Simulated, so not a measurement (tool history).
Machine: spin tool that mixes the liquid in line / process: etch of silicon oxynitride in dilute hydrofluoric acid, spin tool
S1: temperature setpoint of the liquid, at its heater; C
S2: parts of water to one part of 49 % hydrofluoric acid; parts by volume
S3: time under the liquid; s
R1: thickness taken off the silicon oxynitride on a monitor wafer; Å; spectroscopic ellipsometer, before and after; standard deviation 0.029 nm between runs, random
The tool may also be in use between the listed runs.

Run 1, day 0: S1 20 C, S2 50 parts by volume, S3 90 s. Result: R1 55.65 Å.
Run 2, day 0.342: S1 20 C, S2 40 parts by volume, S3 90 s. Result: R1 70.131 Å.
Run 3, day 0.538: S1 19.5 C, S2 40 parts by volume, S3 90 s. Result: R1 67.857 Å.
Run 4, day 0.717: S1 19.5 C, S2 40 parts by volume, S3 65 s. Result: R1 49.36 Å.
Run 5, day 1.079: S1 19.5 C, S2 40 parts by volume, S3 90 s. Result: R1 68.278 Å.
Run 6, day 1.433: S1 19.5 C, S2 40 parts by volume, S3 65 s. Result: R1 48.97 Å.

Run 7, settings as shown, results not yet in. Your forecast:
Run 7, day 1.538: S1 20.5 C, S2 40 parts by volume, S3 65 s. Result: R1 ?.

R1: 51.419 Å
